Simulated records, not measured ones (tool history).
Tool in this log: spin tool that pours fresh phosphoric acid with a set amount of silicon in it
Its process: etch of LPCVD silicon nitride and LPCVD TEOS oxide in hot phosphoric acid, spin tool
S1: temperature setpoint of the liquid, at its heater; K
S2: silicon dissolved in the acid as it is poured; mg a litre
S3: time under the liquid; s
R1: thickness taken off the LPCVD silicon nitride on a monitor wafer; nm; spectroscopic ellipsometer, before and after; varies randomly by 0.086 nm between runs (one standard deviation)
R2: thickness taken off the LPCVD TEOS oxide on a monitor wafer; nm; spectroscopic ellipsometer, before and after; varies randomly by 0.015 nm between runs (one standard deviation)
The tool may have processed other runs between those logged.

run	day	S1	S2	S3	R1	R2
1	0	437.15	23.5	180	19.983	0.45629
2	0.333	436.65	28.5	180	19.699	0.38479
3	0.675	436.65	28.5	115	12.499	0.27849
4	0.908	438.15	34	130	14.954	0.24607
5	1.083	438.15	21	130	14.838	0.41692
6	1.438	438.15	12	130	14.922	0.52121
7	1.796	438.15	12	130	14.853	0.51558
8	2.042	439.15	21.5	140	16.581	0.45712
9	2.408	439.65	29.5	145	17.502	0.39772

Estimate the outcome of run 10 from the log above:
10	2.479	441.15	44.5	155	?	?

{"run 10": {"R1": 19.474, "R2": 0.18984}}

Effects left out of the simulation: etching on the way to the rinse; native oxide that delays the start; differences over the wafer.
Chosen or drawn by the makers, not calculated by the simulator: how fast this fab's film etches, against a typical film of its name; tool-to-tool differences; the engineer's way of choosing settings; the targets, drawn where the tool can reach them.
